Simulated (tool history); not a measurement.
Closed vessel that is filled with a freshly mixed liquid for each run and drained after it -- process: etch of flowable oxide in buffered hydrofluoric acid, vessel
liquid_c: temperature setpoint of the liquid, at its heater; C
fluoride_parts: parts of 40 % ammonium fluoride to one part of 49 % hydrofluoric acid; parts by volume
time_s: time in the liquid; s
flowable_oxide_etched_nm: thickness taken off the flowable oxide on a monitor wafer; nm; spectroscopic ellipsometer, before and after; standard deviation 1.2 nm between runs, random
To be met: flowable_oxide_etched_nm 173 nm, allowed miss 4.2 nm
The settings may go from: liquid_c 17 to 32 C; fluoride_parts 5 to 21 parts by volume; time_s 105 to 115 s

{"run": 1, "hour": 0.0, "liquid_c": 24, "fluoride_parts": 13, "time_s": 105, "flowable_oxide_etched_nm": 218.89}
{"run": 2, "hour": 9.1, "liquid_c": 22.5, "fluoride_parts": 13, "time_s": 105, "flowable_oxide_etched_nm": 200.09}
{"run": 3, "hour": 14.1, "liquid_c": 22, "fluoride_parts": 13, "time_s": 105, "flowable_oxide_etched_nm": 193.3}
{"run": 4, "hour": 17.9, "liquid_c": 22, "fluoride_parts": 13, "time_s": 105, "flowable_oxide_etched_nm": 192.71}
{"run": 5, "hour": 24.1, "liquid_c": 20.5, "fluoride_parts": 13, "time_s": 105, "flowable_oxide_etched_nm": 178.95}
{"run": 6, "hour": 29.6, "liquid_c": 17.5, "fluoride_parts": 13, "time_s": 105, "flowable_oxide_etched_nm": 150.35}
{"run": 7, "hour": 37.5, "liquid_c": 18, "fluoride_parts": 13, "time_s": 105, "flowable_oxide_etched_nm": 153.41}
{"run": 8, "hour": 39.3, "liquid_c": 18.5, "fluoride_parts": 13, "time_s": 105, "flowable_oxide_etched_nm": 158.18}
{"run": 9, "hour": 45.1, "liquid_c": 19, "fluoride_parts": 13, "time_s": 105, "flowable_oxide_etched_nm": 162.56}
{"run": 10, "hour": 51.2, "liquid_c": 19.5, "fluoride_parts": 13, "time_s": 105, "flowable_oxide_etched_nm": 168.03}

Below are 4 possible settings for the next run. Only one of them brings all results inside the allowed miss of their targets. Which is it?
{"run": "A", "hour": 57.3, "liquid_c": 17.5, "fluoride_parts": 13, "time_s": 115, "flowable_oxide_etched_nm": "?"}
{"run": "B", "hour": 57.3, "liquid_c": 19.5, "fluoride_parts": 13.5, "time_s": 105, "flowable_oxide_etched_nm": "?"}
{"run": "C", "hour": 57.3, "liquid_c": 20, "fluoride_parts": 13, "time_s": 105, "flowable_oxide_etched_nm": "?"}
{"run": "D", "hour": 57.3, "liquid_c": 21.5, "fluoride_parts": 15.5, "time_s": 105, "flowable_oxide_etched_nm": "?"}

move=A flowable_oxide_etched_nm=163.24
move=B flowable_oxide_etched_nm=161.09
move=C flowable_oxide_etched_nm=171.99
move=D flowable_oxide_etched_nm=157.49
A: further off than the last run
B: further off than the last run
C: all results in spec
D: further off than the last run
Answer: C
